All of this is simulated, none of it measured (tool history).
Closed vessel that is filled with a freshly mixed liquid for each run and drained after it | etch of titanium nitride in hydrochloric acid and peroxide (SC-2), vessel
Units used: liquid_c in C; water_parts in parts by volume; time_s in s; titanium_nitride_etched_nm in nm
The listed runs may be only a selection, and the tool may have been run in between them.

run 1 hour=0.0 | liquid_c=46.0 water_parts=9.0 time_s=430 | titanium_nitride_etched_nm=6.1954
run 2 hour=7.7 | liquid_c=41.5 water_parts=9.0 time_s=430 | titanium_nitride_etched_nm=4.5593
run 3 hour=10.5 | liquid_c=41.0 water_parts=9.0 time_s=430 | titanium_nitride_etched_nm=4.3343
run 4 hour=18.1 | liquid_c=39.5 water_parts=9.0 time_s=430 | titanium_nitride_etched_nm=3.9635
run 5 hour=21.6 | liquid_c=39.5 water_parts=10.5 time_s=430 | titanium_nitride_etched_nm=3.4367
run 6 hour=26.0 | liquid_c=35.0 water_parts=10.5 time_s=430 | titanium_nitride_etched_nm=2.5080
run 7 hour=30.3 | liquid_c=35.5 water_parts=10.5 time_s=430 | titanium_nitride_etched_nm=2.6161
run 8 hour=39.2 | liquid_c=36.0 water_parts=10.5 time_s=430 | titanium_nitride_etched_nm=2.7134

Run 9 has not been measured yet. What should we expect?
run 9 hour=46.2 | liquid_c=36.5 water_parts=10.5 time_s=430 | titanium_nitride_etched_nm=?

{"run 9": {"titanium_nitride_etched_nm": 2.7815}}

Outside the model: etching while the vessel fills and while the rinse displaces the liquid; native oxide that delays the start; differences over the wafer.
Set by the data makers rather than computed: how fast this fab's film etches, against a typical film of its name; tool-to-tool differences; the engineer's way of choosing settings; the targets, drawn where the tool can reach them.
